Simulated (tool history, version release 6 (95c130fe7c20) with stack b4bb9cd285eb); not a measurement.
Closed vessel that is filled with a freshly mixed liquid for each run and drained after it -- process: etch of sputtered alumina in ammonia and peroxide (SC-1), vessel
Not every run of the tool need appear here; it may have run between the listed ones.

| run | hour | temperature setpoint of the liquid (K) | parts of 29 % ammonia solution to one part of 30 % peroxide (parts by volume) | time in the liquid (s) | thickness taken off the sputtered alumina on a monitor wafer (angstrom) |
|---|---|---|---|---|---|
| 1 | 0.0 | 328.15 | 0.80 | 630 | 308.18 |
| 2 | 3.8 | 328.15 | 1.05 | 630 | 322.20 |
| 3 | 8.2 | 328.65 | 1.05 | 630 | 325.00 |
| 4 | 15.5 | 328.65 | 1.05 | 630 | 327.26 |
| 5 | 18.1 | 328.65 | 0.80 | 630 | 317.36 |
| 6 | 19.8 | 322.65 | 0.80 | 630 | 232.12 |
| 7 | 20.9 | 322.65 | 0.80 | 630 | 230.60 |

For run 8, what comes out?
| 8 | 25.9 | 324.15 | 0.80 | 630 | ? |

For run 8 the tool returned thickness taken off the sputtered alumina on a monitor wafer (angstrom) 251.44.

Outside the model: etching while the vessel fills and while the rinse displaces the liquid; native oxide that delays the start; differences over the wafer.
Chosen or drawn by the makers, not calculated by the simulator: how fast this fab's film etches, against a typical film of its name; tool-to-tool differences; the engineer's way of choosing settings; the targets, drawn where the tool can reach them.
